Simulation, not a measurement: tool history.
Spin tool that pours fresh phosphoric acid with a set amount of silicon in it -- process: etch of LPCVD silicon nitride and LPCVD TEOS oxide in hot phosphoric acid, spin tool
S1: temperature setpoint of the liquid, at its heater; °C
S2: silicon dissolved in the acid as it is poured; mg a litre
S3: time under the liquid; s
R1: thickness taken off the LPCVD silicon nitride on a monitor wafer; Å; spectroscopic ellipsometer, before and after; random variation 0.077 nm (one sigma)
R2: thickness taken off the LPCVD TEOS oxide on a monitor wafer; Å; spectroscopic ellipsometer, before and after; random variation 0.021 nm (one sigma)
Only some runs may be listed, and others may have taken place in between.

run	hour	S1	S2	S3	R1	R2
1	0.0	161.0	18.5	180	167.64	3.6109
2	8.0	163.0	18.5	180	180.92	4.0409
3	10.6	161.5	19.5	170	161.79	3.4800
4	16.8	161.5	29.5	170	161.03	2.4707
5	24.9	160.5	28.0	160	146.61	2.2894
6	28.0	160.5	28.0	205	189.52	2.8229
7	32.5	160.5	28.0	205	189.15	2.9687
8	36.2	159.5	26.5	190	168.32	3.2660
9	43.2	159.0	28.5	175	155.04	2.0593

What does the tool deliver on the next run?
10	46.3	159.0	25.5	160	?	?

{"run 10": {"R1": 141.43, "R2": 2.1661}}
